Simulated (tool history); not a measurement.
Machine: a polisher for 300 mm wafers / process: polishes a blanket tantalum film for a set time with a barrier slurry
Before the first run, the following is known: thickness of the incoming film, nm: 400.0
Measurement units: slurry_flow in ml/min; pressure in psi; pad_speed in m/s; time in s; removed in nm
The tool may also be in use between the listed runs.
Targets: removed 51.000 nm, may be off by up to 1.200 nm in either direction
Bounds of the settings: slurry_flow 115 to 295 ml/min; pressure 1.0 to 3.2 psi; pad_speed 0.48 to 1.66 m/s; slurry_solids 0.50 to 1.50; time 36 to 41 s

Run 1, day 0.000: slurry_flow 190 ml/min, pressure 2.1 psi, pad_speed 1.06 m/s, slurry_solids 1.00, time 41 s. Result: removed 71.489 nm.
Run 2, day 0.254: slurry_flow 190 ml/min, pressure 1.8 psi, pad_speed 1.06 m/s, slurry_solids 1.00, time 41 s. Result: removed 61.325 nm.
Run 3, day 0.567: slurry_flow 210 ml/min, pressure 1.8 psi, pad_speed 1.06 m/s, slurry_solids 1.00, time 41 s. Result: removed 62.189 nm.
Run 4, day 0.671: slurry_flow 205 ml/min, pressure 1.7 psi, pad_speed 1.06 m/s, slurry_solids 1.00, time 41 s. Result: removed 58.314 nm.
Run 5, day 1.029: slurry_flow 200 ml/min, pressure 1.6 psi, pad_speed 1.06 m/s, slurry_solids 1.00, time 41 s. Result: removed 55.029 nm.
At day 1.167: slurry nozzle cleaned.
Run 6, day 1.167: slurry_flow 200 ml/min, pressure 1.2 psi, pad_speed 1.06 m/s, slurry_solids 1.00, time 41 s. Result: removed 45.271 nm.
Run 7, day 1.367: slurry_flow 205 ml/min, pressure 1.3 psi, pad_speed 1.06 m/s, slurry_solids 1.00, time 41 s. Result: removed 48.845 nm.
Run 8, day 1.671: slurry_flow 210 ml/min, pressure 1.3 psi, pad_speed 1.06 m/s, slurry_solids 1.00, time 41 s. Result: removed 49.739 nm.
Run 9, day 1.933: slurry_flow 215 ml/min, pressure 1.3 psi, pad_speed 1.06 m/s, slurry_solids 1.00, time 41 s. Result: removed 49.179 nm.
Run 10, day 2.242: slurry_flow 220 ml/min, pressure 1.3 psi, pad_speed 1.06 m/s, slurry_solids 1.00, time 41 s. Result: removed 49.319 nm.

Exactly one of the 5 candidate moves below puts every result within its allowed miss. Which one?
Run A, day 2.550: slurry_flow 200 ml/min, pressure 1.5 psi, pad_speed 1.10 m/s, slurry_solids 1.15, time 38 s. Result: removed ?.
Run B, day 2.550: slurry_flow 170 ml/min, pressure 1.5 psi, pad_speed 1.04 m/s, slurry_solids 0.90, time 40 s. Result: removed ?.
Run C, day 2.550: slurry_flow 225 ml/min, pressure 1.3 psi, pad_speed 1.04 m/s, slurry_solids 1.15, time 39 s. Result: removed ?.
Run D, day 2.550: slurry_flow 230 ml/min, pressure 1.3 psi, pad_speed 1.00 m/s, slurry_solids 0.90, time 41 s. Result: removed ?.
Run E, day 2.550: slurry_flow 190 ml/min, pressure 1.6 psi, pad_speed 1.00 m/s, slurry_solids 0.85, time 37 s. Result: removed ?.

move  removed
   A   55.220
   B   51.012
   C   48.197
   D   46.226
   E   48.803
A: the result that was furthest off in the last run now lies on the other side of its target
B: in spec on every target
C: lands further from the targets than the last run did
D: lands further from the targets than the last run did
E: lands further from the targets than the last run did
B is the move that brings every result within its allowed miss.

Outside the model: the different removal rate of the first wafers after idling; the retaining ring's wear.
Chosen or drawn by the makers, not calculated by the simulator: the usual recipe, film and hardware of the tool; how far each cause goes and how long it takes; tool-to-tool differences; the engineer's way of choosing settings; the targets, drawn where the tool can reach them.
